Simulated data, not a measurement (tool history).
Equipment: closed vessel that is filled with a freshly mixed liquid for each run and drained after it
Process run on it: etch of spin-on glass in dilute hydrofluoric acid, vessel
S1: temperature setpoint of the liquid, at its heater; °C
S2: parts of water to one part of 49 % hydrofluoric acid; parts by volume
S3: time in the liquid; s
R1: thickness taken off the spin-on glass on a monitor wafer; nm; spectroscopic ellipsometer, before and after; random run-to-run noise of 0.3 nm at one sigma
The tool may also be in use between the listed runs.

run 1 hour=0 | S1=21 S2=40 S3=30 | R1=25.012
run 2 hour=3.2 | S1=23 S2=40 S3=30 | R1=27.232
run 3 hour=10.6 | S1=23 S2=35 S3=30 | R1=31.556
run 4 hour=17.8 | S1=24 S2=35 S3=30 | R1=33.366
run 5 hour=25.1 | S1=24 S2=20 S3=30 | R1=59.267
run 6 hour=26.9 | S1=24 S2=25 S3=30 | R1=46.847
run 7 hour=30.4 | S1=22.5 S2=25 S3=30 | R1=44.019
run 8 hour=37.3 | S1=21.5 S2=25 S3=30 | R1=41.536

For run 9, what comes out?
run 9 hour=40 | S1=21 S2=25 S3=30 | R1=?

For run 9 the tool returned R1 40.096 nm.
